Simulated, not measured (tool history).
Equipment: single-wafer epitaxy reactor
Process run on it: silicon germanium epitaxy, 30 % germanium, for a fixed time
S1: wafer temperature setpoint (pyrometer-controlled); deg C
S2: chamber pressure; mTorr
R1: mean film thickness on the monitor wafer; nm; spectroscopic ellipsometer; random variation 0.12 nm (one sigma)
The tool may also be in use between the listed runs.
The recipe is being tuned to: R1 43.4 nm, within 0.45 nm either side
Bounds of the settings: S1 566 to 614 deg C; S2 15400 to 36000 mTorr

| run | day | S1 | S2 | R1 |
|---|---|---|---|---|
| 1 | 0 | 590 | 25700 | 54.603 |
| 2 | 0.033 | 590 | 29200 | 57.953 |
| 3 | 0.154 | 590 | 27100 | 55.92 |
| 4 | 0.346 | 586 | 27100 | 51.485 |
| 5 | 0.371 | 583 | 27100 | 47.946 |
| 6 | 0.512 | 581 | 27100 | 46.076 |
| 7 | 0.783 | 580 | 27100 | 45.378 |
| 8 | 1.121 | 577 | 27100 | 42.459 |

Consider the 5 candidate settings below. Which is the only one whose results all fall within their allowed miss of target?
| A | 1.458 | 577 | 26100 | ? |
| B | 1.458 | 579 | 25900 | ? |
| C | 1.458 | 574 | 28700 | ? |
| D | 1.458 | 572 | 31000 | ? |
| E | 1.458 | 577 | 25700 | ? |

| move | R1 |
|---|---|
| A | 41.629 |
| B | 43.269 |
| C | 41.065 |
| D | 40.938 |
| E | 41.279 |
A: further off than the last run
B: meets every target
C: further off than the last run
D: further off than the last run
E: further off than the last run
Move B is the one to make.
